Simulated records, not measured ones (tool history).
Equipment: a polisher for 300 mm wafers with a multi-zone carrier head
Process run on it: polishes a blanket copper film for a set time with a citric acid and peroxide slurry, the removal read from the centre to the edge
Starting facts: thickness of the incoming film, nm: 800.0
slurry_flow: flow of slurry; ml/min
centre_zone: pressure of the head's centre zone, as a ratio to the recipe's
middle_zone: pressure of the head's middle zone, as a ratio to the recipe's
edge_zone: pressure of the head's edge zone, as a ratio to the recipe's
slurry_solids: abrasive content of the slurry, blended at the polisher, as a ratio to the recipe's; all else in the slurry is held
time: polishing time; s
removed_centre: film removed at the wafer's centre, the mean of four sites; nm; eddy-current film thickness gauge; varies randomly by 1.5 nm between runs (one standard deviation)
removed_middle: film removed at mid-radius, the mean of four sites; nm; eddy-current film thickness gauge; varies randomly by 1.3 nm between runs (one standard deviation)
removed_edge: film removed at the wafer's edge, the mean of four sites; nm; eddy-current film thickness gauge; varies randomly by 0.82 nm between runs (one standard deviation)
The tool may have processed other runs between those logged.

run,hour,slurry_flow,centre_zone,middle_zone,edge_zone,slurry_solids,time,removed_centre,removed_middle,removed_edge
1,0,280,1,1,1,1,53,118.34,123.58,119.08
2,3.3,280,1,1,0.93,1,53,121.45,121.36,113.95
3,5.2,280,0.99,1,0.92,0.95,53,114.82,121.73,114.73
4,11.9,345,0.99,1,0.92,0.95,53,115.08,122.26,115
5,13.2,410,0.99,1,0.92,0.95,53,119.43,122.14,114.45
6,18.1,410,0.99,1,0.92,1.15,53,127.41,127.41,119.67
7,21.8,410,0.99,1,0.92,1.15,53,124.62,129.41,121.34
8,25,410,0.99,1,0.91,1.1,53,119.67,126.79,118.94

What will run 9 give?
9,31.2,410,1,1,0.9,1.05,53,?,?,?

removed_centre: 123.91 nm
removed_middle: 127.11 nm
removed_edge: 117.44 nm

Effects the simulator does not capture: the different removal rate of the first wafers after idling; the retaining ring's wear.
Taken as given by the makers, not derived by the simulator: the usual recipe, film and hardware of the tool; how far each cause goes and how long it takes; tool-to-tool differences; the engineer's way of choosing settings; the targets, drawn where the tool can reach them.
